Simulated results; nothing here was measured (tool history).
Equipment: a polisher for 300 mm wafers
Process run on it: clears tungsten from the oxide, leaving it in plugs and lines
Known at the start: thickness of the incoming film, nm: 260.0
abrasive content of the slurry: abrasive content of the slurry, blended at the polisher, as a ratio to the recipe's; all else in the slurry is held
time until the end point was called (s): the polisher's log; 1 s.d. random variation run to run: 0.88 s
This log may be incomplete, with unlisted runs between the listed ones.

run,hour,flow of slurry (ml/min),pressure of the wafer on the pad (psi),speed of the pad under the wafer (m/s),abrasive content of the slurry,overpolish time after the end point (s),time until the end point was called (s)
1,0.0,190,3.6,0.90,1.0,28,54.756
2,2.1,190,3.6,0.90,1.1,28,54.097
3,11.1,220,3.6,0.90,1.1,28,53.671
4,13.6,185,3.6,0.90,1.1,28,54.444
5,15.4,150,3.6,0.90,1.1,28,55.869
6,22.8,150,3.1,0.88,1.1,28,63.493
7,25.0,150,2.7,0.84,1.1,28,73.778
8,33.2,150,2.4,0.82,1.1,28,80.890

What will run 9 give?
9,39.6,150,2.2,0.80,1.1,28,?

time until the end point was called (s): 87.211

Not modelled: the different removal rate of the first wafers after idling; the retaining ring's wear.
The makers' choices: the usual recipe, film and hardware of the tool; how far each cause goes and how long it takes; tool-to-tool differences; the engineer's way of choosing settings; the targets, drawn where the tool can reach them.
